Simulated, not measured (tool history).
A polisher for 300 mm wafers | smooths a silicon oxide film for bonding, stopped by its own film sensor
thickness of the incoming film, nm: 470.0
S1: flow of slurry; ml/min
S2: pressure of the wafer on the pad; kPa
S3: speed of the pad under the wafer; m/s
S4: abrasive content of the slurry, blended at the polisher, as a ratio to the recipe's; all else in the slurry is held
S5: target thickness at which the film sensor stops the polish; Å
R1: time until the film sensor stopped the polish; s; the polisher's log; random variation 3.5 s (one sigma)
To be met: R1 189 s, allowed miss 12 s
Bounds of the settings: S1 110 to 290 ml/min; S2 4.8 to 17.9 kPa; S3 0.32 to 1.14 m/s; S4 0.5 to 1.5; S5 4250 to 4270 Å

run	hour	S1	S2	S3	S4	S5	R1
1	0	185	11	0.72	1	4270	95.769
2	8.1	185	9.7	0.68	1	4270	110
3	9.3	185	9.7	0.52	1	4270	133.54
4	15.7	220	9.7	0.52	1	4270	130.24
5	24	255	9.7	0.52	1	4270	129.22
6	32.2	210	9.7	0.52	1	4270	137.4
7	34	210	9	0.52	1	4270	140.75
8	35.8	210	8.3	0.52	1	4270	149.94
9	37.4	210	7.6	0.52	1	4270	156.61
10	41.2	210	5.5	0.5	1	4270	205.48

Which of these 5 next moves meets every target?
A	45	165	5.5	0.62	0.75	4270	?
B	45	210	6.2	0.64	1	4260	?
C	45	265	6.9	0.64	0.95	4250	?
D	45	230	5.5	0.52	0.95	4270	?
E	45	215	4.8	0.66	1.1	4250	?

move	R1
A	218.01
B	163.86
C	154.66
D	208.58
E	186.34
A: further off than the last run
B: takes the result that was furthest off past its target
C: takes the result that was furthest off past its target
D: further off than the last run
E: meets every target
Answer: E

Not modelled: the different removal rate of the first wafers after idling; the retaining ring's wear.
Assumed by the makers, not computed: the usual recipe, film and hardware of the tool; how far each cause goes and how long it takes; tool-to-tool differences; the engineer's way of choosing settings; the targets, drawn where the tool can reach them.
